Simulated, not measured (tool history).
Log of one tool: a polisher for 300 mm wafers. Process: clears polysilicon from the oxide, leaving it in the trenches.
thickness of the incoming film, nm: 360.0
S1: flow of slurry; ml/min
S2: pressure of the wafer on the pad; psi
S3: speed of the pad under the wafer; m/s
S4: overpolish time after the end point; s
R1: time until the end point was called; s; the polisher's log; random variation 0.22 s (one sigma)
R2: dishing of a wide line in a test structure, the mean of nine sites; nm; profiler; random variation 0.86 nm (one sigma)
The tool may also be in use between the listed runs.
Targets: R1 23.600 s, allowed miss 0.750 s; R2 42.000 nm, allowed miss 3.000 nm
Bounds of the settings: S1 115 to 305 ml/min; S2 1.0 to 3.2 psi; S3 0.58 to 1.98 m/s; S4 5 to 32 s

run,hour,S1,S2,S3,S4,R1,R2
1,0.0,195,2.1,1.28,16,32.146,51.817
2,0.9,195,2.1,1.40,16,29.086,54.830
3,5.8,195,1.8,1.40,16,33.854,50.055
4,9.8,195,1.8,1.14,16,41.326,49.303
5,15.1,195,2.1,1.14,16,35.527,51.003
6,22.1,195,2.1,1.14,19,36.025,52.432
7,23.9,210,2.1,1.18,17,34.677,54.020
8,24.5,195,2.2,1.20,15,32.766,51.515
9,27.8,180,2.3,1.22,13,30.808,51.846
10,28.8,170,2.3,1.26,12,30.399,52.057
11,31.1,160,2.3,1.30,11,29.697,51.417
12,34.5,160,2.3,1.30,11,30.497,51.641
13,38.2,175,2.3,1.34,10,28.867,48.467
14,41.6,185,2.4,1.34,9,27.101,48.899
15,49.1,200,2.4,1.34,8,26.573,47.267
16,55.6,210,2.4,1.34,8,26.852,48.686
17,56.2,225,2.4,1.36,8,26.206,49.032

Which of these 5 next moves meets every target?
A,56.8,185,2.3,1.62,5,?,?
B,56.8,210,2.5,1.44,10,?,?
C,56.8,140,3.2,1.32,9,?,?
D,56.8,225,2.4,1.52,7,?,?
E,56.8,215,2.6,1.52,9,?,?

move,R1,R2
A,23.363,42.204
B,23.710,51.549
C,21.771,51.377
D,23.193,47.799
E,21.581,51.454
A: meets every target
B: brings the result that was furthest off to its target, and leaves another outside
C: takes the result that was furthest off past its target
D: brings the result that was furthest off to its target, and leaves another outside
E: takes the result that was furthest off past its target
Move A is the one to make.
